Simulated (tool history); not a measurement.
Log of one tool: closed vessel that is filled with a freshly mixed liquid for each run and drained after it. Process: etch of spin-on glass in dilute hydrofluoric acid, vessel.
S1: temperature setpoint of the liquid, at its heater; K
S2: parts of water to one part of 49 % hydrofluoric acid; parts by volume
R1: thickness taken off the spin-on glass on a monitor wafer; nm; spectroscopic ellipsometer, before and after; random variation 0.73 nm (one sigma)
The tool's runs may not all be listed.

Run 1, hour 0: S1 297.15 K, S2 175 parts by volume, time in the liquid (s) 95. Result: R1 29.276 nm.
Run 2, hour 7.2: S1 298.65 K, S2 150 parts by volume, time in the liquid (s) 95. Result: R1 36.641 nm.
Run 3, hour 8.7: S1 300.15 K, S2 130 parts by volume, time in the liquid (s) 95. Result: R1 47.002 nm.
Run 4, hour 10.1: S1 301.65 K, S2 130 parts by volume, time in the liquid (s) 95. Result: R1 50.242 nm.
Run 5, hour 18.6: S1 302.65 K, S2 120 parts by volume, time in the liquid (s) 95. Result: R1 55.767 nm.
Run 6, hour 19.9: S1 303.15 K, S2 110 parts by volume, time in the liquid (s) 95. Result: R1 62.406 nm.
Run 7, hour 23: S1 303.65 K, S2 105 parts by volume, time in the liquid (s) 95. Result: R1 67.512 nm.

The next listed run, before its measurement:
Run 8, hour 29.7: S1 304.15 K, S2 100 parts by volume, time in the liquid (s) 95. Result: R1 ?.

{"run 8": {"R1": 74.348}}
